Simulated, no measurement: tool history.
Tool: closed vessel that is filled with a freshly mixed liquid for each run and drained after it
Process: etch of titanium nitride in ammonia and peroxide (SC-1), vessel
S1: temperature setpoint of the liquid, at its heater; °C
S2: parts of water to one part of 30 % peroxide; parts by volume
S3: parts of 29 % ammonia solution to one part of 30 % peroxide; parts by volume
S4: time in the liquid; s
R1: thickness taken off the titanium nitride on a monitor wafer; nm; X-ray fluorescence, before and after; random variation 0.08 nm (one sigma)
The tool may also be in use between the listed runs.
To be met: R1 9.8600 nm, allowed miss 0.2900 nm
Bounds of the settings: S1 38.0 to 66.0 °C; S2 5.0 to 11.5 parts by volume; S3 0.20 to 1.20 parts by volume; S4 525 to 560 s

| run | hour | S1 | S2 | S3 | S4 | R1 |
|---|---|---|---|---|---|---|
| 1 | 0.0 | 50.0 | 6.5 | 0.70 | 525 | 26.8010 |
| 2 | 7.0 | 50.0 | 6.5 | 0.70 | 560 | 29.1960 |
| 3 | 10.4 | 50.0 | 6.5 | 0.50 | 560 | 27.3100 |
| 4 | 13.4 | 50.0 | 5.5 | 0.50 | 560 | 29.8260 |
| 5 | 20.3 | 47.5 | 6.0 | 0.50 | 560 | 24.0680 |
| 6 | 26.1 | 42.0 | 6.0 | 0.50 | 560 | 15.8630 |
| 7 | 34.2 | 41.0 | 6.5 | 0.50 | 560 | 14.4260 |
| 8 | 34.7 | 41.0 | 6.5 | 0.50 | 560 | 14.4440 |
| 9 | 41.5 | 40.5 | 7.0 | 0.50 | 560 | 13.3850 |
| 10 | 50.1 | 40.0 | 7.5 | 0.50 | 560 | 12.3800 |

4 next moves are on the table. One of them brings every result within its allowed miss. Which?
| A | 58.7 | 41.5 | 8.0 | 0.60 | 530 | ? |
| B | 58.7 | 39.5 | 9.0 | 0.40 | 525 | ? |
| C | 58.7 | 40.5 | 8.0 | 0.35 | 550 | ? |
| D | 58.7 | 41.5 | 7.0 | 0.50 | 560 | ? |

| move | R1 |
|---|---|
| A | 13.2570 |
| B | 9.9545 |
| C | 11.6570 |
| D | 14.5290 |
A: further off than the last run
B: meets every target
C: nearer than the last run, and not there yet
D: further off than the last run
Answer: B

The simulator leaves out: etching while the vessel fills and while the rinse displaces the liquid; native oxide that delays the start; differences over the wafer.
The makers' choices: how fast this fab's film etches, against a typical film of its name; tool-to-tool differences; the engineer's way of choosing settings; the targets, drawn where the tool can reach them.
